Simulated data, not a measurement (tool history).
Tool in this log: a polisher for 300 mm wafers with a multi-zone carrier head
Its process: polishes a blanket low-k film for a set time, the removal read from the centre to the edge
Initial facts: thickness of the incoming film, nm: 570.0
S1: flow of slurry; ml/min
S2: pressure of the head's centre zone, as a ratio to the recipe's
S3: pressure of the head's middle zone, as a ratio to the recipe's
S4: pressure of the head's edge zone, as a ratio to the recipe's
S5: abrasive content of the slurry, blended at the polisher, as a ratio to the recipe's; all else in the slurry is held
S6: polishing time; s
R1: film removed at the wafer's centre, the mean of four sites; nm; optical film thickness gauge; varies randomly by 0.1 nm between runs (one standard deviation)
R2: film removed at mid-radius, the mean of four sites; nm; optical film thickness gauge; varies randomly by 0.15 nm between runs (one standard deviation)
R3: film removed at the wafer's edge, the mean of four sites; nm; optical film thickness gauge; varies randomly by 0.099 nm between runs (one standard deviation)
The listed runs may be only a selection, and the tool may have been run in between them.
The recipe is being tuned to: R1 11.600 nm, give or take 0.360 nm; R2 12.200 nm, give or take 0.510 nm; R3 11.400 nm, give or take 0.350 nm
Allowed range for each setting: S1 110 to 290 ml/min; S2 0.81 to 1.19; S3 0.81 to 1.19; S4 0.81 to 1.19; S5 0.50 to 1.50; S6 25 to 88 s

run	hour	S1	S2	S3	S4	S5	S6	R1	R2	R3
1	0.0	185	1.00	1.00	1.00	1.00	56	12.727	13.036	13.303
2	8.9	185	1.00	1.00	1.00	0.95	56	12.263	12.557	12.951
3	9.6	175	1.00	1.01	0.96	0.95	56	12.264	12.408	12.805
4	10.6	175	1.00	1.01	0.96	0.95	66	14.425	14.698	14.821
5	18.9	130	1.00	1.01	0.96	0.95	66	13.094	13.554	14.354
6	25.5	130	1.00	1.01	0.96	1.15	66	14.196	14.756	15.465
7	33.7	170	1.05	1.10	0.86	0.90	63	13.944	14.379	13.180
8	37.7	160	1.04	1.10	0.85	0.85	63	13.062	13.598	12.612
9	43.7	150	1.04	1.10	0.84	0.80	63	12.607	13.344	12.121
10	49.9	140	1.04	1.09	0.83	0.80	63	12.168	13.048	11.839
11	52.0	135	1.04	1.08	0.83	0.80	63	12.260	12.668	11.895
12	58.8	130	1.04	1.08	0.82	0.80	63	12.106	12.684	11.801
# hour 61.2: slurry nozzle cleaned
13	61.2	125	1.04	1.08	0.82	0.80	63	13.331	13.829	12.424
14	69.5	145	1.04	1.08	0.82	0.80	63	14.121	14.290	12.579
15	78.4	135	1.05	1.09	0.82	0.80	63	13.894	14.305	12.884
16	78.9	140	1.04	1.08	0.83	0.80	63	13.965	14.149	12.714
17	81.2	150	0.94	1.00	0.84	0.60	63	11.227	11.713	11.098

Below are 4 possible settings for the next run. Only one of them brings all results inside the allowed miss of their targets. Which is it?
A	83.5	240	0.98	1.07	0.93	0.50	65	?	?	?
B	83.5	115	0.96	0.90	0.97	0.70	63	?	?	?
C	83.5	185	0.90	0.97	0.82	0.70	54	?	?	?
D	83.5	110	0.90	0.90	1.08	0.75	58	?	?	?

move	R1	R2	R3
A	11.570	12.301	11.330
B	11.667	11.481	12.421
C	10.483	11.187	10.450
D	10.515	10.848	12.403
A: all results land within tolerance of their targets
B: gets the furthest-off result to its target, but another result is out of tolerance
C: the biggest miss grows against the last run
D: the biggest miss grows against the last run
Move A is the one to make.
